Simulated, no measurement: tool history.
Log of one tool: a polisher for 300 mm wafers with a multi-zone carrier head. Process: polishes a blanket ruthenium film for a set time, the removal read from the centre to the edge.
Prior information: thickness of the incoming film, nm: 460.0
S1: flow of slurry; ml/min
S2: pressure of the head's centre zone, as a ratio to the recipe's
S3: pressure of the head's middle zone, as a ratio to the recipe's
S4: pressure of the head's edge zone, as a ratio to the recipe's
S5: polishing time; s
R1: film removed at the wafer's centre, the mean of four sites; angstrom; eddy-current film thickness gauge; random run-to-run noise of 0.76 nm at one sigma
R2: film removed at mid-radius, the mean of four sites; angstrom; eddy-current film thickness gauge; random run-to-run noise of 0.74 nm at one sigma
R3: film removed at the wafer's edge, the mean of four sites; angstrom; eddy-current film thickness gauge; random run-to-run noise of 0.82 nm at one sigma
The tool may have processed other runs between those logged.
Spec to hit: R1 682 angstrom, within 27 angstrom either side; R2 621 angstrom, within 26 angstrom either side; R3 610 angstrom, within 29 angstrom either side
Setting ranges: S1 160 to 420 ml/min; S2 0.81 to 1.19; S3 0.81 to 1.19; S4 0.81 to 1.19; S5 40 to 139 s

run 1 hour=0 | S1=270 S2=1 S3=1 S4=1 S5=89 | R1=1006.7 R2=970.3 R3=1030
run 2 hour=1.6 | S1=270 S2=1 S3=1 S4=1 S5=97 | R1=1075.5 R2=1086.7 R3=1122.7
run 3 hour=5.8 | S1=270 S2=1 S3=1.02 S4=0.96 S5=85 | R1=961.53 R2=935.88 R3=974.27
run 4 hour=9.1 | S1=275 S2=1.01 S3=1.05 S4=0.93 S5=75 | R1=843.01 R2=863.85 R3=851.97
run 5 hour=12.3 | S1=275 S2=1.03 S3=1.04 S4=0.91 S5=68 | R1=788.4 R2=766.25 R3=758.63
run 6 hour=18.7 | S1=275 S2=1.04 S3=1.03 S4=0.89 S5=65 | R1=762.88 R2=747.02 R3=716.09
-- hour=24.3 edge zone pressure recalibrated
run 7 hour=24.3 | S1=270 S2=1.04 S3=1 S4=0.88 S5=63 | R1=737.64 R2=710.41 R3=660.7
run 8 hour=28 | S1=265 S2=1.04 S3=0.98 S4=0.9 S5=62 | R1=727.44 R2=686.48 R3=653.2
run 9 hour=31.5 | S1=260 S2=1.03 S3=0.96 S4=0.91 S5=61 | R1=714.19 R2=630.28 R3=635.69
run 10 hour=34 | S1=255 S2=1.02 S3=0.96 S4=0.9 S5=61 | R1=696.59 R2=652.42 R3=649.11
run 11 hour=42.2 | S1=250 S2=1.02 S3=0.95 S4=0.89 S5=61 | R1=694.28 R2=647.61 R3=644.55

5 candidate next runs follow, results not yet known. Just one meets every target within its allowed miss. Identify it.
run A hour=50.4 | S1=245 S2=0.97 S3=0.94 S4=0.93 S5=64 | R1=? R2=? R3=?
run B hour=50.4 | S1=370 S2=1.13 S3=0.92 S4=0.98 S5=53 | R1=? R2=? R3=?
run C hour=50.4 | S1=230 S2=1.05 S3=1.14 S4=0.81 S5=58 | R1=? R2=? R3=?
run D hour=50.4 | S1=280 S2=0.96 S3=0.98 S4=0.83 S5=64 | R1=? R2=? R3=?
run E hour=50.4 | S1=295 S2=1.02 S3=0.94 S4=0.85 S5=58 | R1=? R2=? R3=?

move=A R1=699.64 R2=663.5 R3=677.01
move=B R1=708.83 R2=563.03 R3=594.08
move=C R1=681.1 R2=701.95 R3=571.23
move=D R1=705.26 R2=698.55 R3=650.59
move=E R1=683.54 R2=614.61 R3=598.77
A: its largest miss is bigger than the last run's
B: gets the furthest-off result to its target, but another result is out of tolerance
C: carries the result that was furthest off beyond its target, to the other side
D: its largest miss is bigger than the last run's
E: meets every target
Correct choice: E, which meets every target

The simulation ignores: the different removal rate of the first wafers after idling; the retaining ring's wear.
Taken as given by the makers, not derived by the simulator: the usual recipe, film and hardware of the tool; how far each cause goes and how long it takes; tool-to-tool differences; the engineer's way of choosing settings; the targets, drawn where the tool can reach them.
